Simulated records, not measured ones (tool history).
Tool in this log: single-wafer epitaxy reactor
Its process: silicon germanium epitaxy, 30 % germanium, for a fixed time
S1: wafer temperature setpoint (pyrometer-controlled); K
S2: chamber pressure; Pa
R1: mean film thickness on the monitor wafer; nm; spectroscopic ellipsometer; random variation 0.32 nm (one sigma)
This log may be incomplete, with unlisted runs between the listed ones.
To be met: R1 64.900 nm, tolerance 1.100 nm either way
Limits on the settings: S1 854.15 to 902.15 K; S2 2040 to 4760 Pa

run 1 hour=0.0 | S1=878.15 S2=3400 | R1=75.790
run 2 hour=7.2 | S1=884.15 S2=3400 | R1=83.948
run 3 hour=9.3 | S1=879.15 S2=3386 | R1=77.705
run 4 hour=12.8 | S1=879.15 S2=3720 | R1=79.239
run 5 hour=16.7 | S1=887.15 S2=3720 | R1=90.538
run 6 hour=22.5 | S1=887.15 S2=4293 | R1=94.539
run 7 hour=23.2 | S1=880.15 S2=4266 | R1=84.081
run 8 hour=28.4 | S1=868.15 S2=4213 | R1=68.483
run 9 hour=33.1 | S1=867.15 S2=4213 | R1=67.388
run 10 hour=36.5 | S1=867.15 S2=4213 | R1=68.070
run 11 hour=40.6 | S1=866.15 S2=4213 | R1=66.585

Next run, 5 choices. One meets every target within its allowed miss, the rest don't. Which?
run A hour=44.7 | S1=866.15 S2=4413 | R1=?
run B hour=44.7 | S1=864.15 S2=4360 | R1=?
run C hour=44.7 | S1=866.15 S2=4760 | R1=?
run D hour=44.7 | S1=869.15 S2=4000 | R1=?
run E hour=44.7 | S1=867.15 S2=4106 | R1=?

move=A R1=67.556
move=B R1=65.090
move=C R1=69.120
move=D R1=68.983
move=E R1=67.239
A: lands further from the targets than the last run did
B: meets every target
C: lands further from the targets than the last run did
D: lands further from the targets than the last run did
E: lands further from the targets than the last run did
So the answer is move B, the one that meets all the targets.
